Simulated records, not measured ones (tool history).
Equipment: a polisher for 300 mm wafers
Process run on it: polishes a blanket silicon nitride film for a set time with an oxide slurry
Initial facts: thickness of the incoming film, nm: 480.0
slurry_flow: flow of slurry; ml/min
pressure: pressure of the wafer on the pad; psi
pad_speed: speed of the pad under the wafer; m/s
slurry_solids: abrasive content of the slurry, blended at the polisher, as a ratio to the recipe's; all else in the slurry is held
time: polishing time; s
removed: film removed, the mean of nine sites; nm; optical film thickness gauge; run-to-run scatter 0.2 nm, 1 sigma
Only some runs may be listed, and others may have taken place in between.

run    day  slurry_flow  pressure  pad_speed  slurry_solids  time  removed
  1      0          155       2.4       1.12              1    35   14.942
  2  0.333          160       2.6       1.12              1    35   16.565
  3  0.388          170       2.7       1.12              1    35   17.506
  4  0.708          170       2.7        1.3              1    35   18.891
  5  0.879          170       2.7        1.3              1    35   19.061
  6  0.908          175       2.7        1.3              1    35   19.133

What will run 7 give?
  7  0.95          180       2.7        1.3              1    35        ?

Run 7 gave removed 19.023 nm.

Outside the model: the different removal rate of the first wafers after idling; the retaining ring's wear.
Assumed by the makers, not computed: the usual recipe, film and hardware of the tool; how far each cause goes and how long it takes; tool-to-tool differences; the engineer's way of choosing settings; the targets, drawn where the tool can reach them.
